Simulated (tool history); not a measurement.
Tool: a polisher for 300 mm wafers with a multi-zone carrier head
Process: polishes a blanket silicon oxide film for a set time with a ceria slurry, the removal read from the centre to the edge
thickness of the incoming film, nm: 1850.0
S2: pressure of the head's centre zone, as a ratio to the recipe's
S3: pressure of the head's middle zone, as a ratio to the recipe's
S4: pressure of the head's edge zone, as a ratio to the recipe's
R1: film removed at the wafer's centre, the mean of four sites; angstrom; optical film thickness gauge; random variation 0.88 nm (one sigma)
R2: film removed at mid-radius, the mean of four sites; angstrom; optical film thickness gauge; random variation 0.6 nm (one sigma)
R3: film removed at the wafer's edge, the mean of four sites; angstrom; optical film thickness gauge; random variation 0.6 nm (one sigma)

Run 1, hour 0.0: flow of slurry (ml/min) 150, S2 1.00, S3 1.00, S4 1.00, polishing time (s) 44. Result: R1 1444.30 angstrom, R2 1417.70 angstrom, R3 1462.90 angstrom.
Run 2, hour 8.3: flow of slurry (ml/min) 150, S2 1.00, S3 1.00, S4 1.00, polishing time (s) 53. Result: R1 1756.40 angstrom, R2 1709.40 angstrom, R3 1797.20 angstrom.
Run 3, hour 15.2: flow of slurry (ml/min) 150, S2 1.00, S3 1.00, S4 1.04, polishing time (s) 53. Result: R1 1731.00 angstrom, R2 1675.50 angstrom, R3 1814.10 angstrom.
Run 4, hour 20.2: flow of slurry (ml/min) 150, S2 1.07, S3 1.00, S4 1.04, polishing time (s) 53. Result: R1 1839.00 angstrom, R2 1673.80 angstrom, R3 1805.50 angstrom.
Run 5, hour 21.9: flow of slurry (ml/min) 150, S2 1.02, S3 1.00, S4 1.04, polishing time (s) 53. Result: R1 1755.00 angstrom, R2 1679.10 angstrom, R3 1809.40 angstrom.
Run 6, hour 27.8: flow of slurry (ml/min) 140, S2 1.02, S3 0.97, S4 1.03, polishing time (s) 45. Result: R1 1505.90 angstrom, R2 1388.20 angstrom, R3 1535.10 angstrom.
Run 7, hour 32.9: flow of slurry (ml/min) 100, S2 0.92, S3 0.87, S4 0.93, polishing time (s) 33. Result: R1 941.13 angstrom, R2 875.70 angstrom, R3 1031.80 angstrom.
Run 8, hour 40.4: flow of slurry (ml/min) 100, S2 0.92, S3 0.87, S4 0.93, polishing time (s) 33. Result: R1 935.19 angstrom, R2 881.61 angstrom, R3 1023.70 angstrom.
Run 9, hour 42.8: flow of slurry (ml/min) 100, S2 0.93, S3 0.87, S4 0.90, polishing time (s) 31. Result: R1 880.82 angstrom, R2 827.72 angstrom, R3 956.78 angstrom.
Run 10, hour 46.6: flow of slurry (ml/min) 105, S2 1.02, S3 0.90, S4 0.81, polishing time (s) 25. Result: R1 799.41 angstrom, R2 684.22 angstrom, R3 739.73 angstrom.

Forecast run 11:
Run 11, hour 55.5: flow of slurry (ml/min) 115, S2 1.01, S3 0.90, S4 0.82, polishing time (s) 25. Result: R1 ?, R2 ?, R3 ?.

{"run 11": {"R1": 779.3, "R2": 702.95, "R3": 747.66}}

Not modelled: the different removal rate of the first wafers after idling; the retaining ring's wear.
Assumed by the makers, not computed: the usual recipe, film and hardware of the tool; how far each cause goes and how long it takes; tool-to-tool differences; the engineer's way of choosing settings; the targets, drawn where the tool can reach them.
